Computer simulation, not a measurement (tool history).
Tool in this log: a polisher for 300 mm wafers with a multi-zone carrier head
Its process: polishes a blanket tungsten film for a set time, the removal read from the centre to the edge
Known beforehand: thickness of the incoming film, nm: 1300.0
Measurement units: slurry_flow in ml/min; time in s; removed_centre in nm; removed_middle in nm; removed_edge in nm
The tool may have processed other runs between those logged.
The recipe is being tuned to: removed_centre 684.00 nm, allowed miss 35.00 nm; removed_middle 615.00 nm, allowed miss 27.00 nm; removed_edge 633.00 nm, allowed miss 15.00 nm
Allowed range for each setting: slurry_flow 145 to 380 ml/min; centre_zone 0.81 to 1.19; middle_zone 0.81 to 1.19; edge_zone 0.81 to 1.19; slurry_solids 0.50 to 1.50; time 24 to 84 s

run	day	slurry_flow	centre_zone	middle_zone	edge_zone	slurry_solids	time	removed_centre	removed_middle	removed_edge
1	0.000	245	1.00	1.00	1.00	1.00	54	523.70	564.86	536.76
2	0.350	245	1.00	1.00	1.00	0.90	54	508.63	551.58	540.10
3	0.483	250	1.02	1.00	1.02	0.95	54	527.63	562.14	554.41
4	0.592	250	0.94	1.00	1.02	0.95	54	497.05	552.59	546.10
5	0.808	250	0.94	1.06	1.02	0.95	54	495.40	570.22	544.41
6	1.100	250	0.94	1.06	0.97	0.95	54	486.16	560.09	535.53
7	1.450	260	0.96	1.03	1.00	0.95	54	500.00	562.36	538.22
8	1.504	255	0.98	1.01	1.02	1.00	54	512.28	562.45	554.33
9	1.867	250	1.01	0.99	1.02	1.05	54	533.54	551.88	554.01
10	2.133	255	1.03	1.00	1.03	1.10	54	561.46	576.80	565.64
11	2.458	305	1.13	0.96	1.13	1.20	54	621.67	577.56	612.36
12	2.638	305	1.14	0.96	1.13	1.20	54	639.00	568.26	608.00
13	3.000	305	1.14	0.97	1.13	1.20	54	625.48	574.95	616.74
14	3.167	305	1.15	0.97	1.12	1.20	54	625.41	587.81	607.83
15	3.283	305	1.16	0.97	1.12	1.25	54	657.18	569.79	607.20
16	3.429	305	1.16	0.97	1.12	1.25	54	625.22	591.67	620.12
17	3.738	310	1.16	0.97	1.12	1.25	54	624.03	581.72	613.65

Of the 5 settings listed for the next run, only one would bring every result within its allowed miss of target. Which one?
A	4.046	305	1.19	0.98	1.10	1.20	57	?	?	?
B	4.046	235	1.16	1.04	1.08	1.40	54	?	?	?
C	4.046	345	1.01	0.85	1.19	1.25	53	?	?	?
D	4.046	380	1.01	0.94	1.17	1.50	52	?	?	?
E	4.046	350	1.03	0.89	1.19	1.50	52	?	?	?

move	removed_centre	removed_middle	removed_edge
A	690.81	611.98	639.35
B	640.63	606.81	606.19
C	568.24	527.43	630.68
D	585.00	580.23	640.93
E	590.46	555.38	643.67
A: every result lands within tolerance
B: neither nearer nor further off than the last run
C: its largest miss is bigger than the last run's
D: its largest miss is bigger than the last run's
E: its largest miss is bigger than the last run's
The move that meets every target is A.

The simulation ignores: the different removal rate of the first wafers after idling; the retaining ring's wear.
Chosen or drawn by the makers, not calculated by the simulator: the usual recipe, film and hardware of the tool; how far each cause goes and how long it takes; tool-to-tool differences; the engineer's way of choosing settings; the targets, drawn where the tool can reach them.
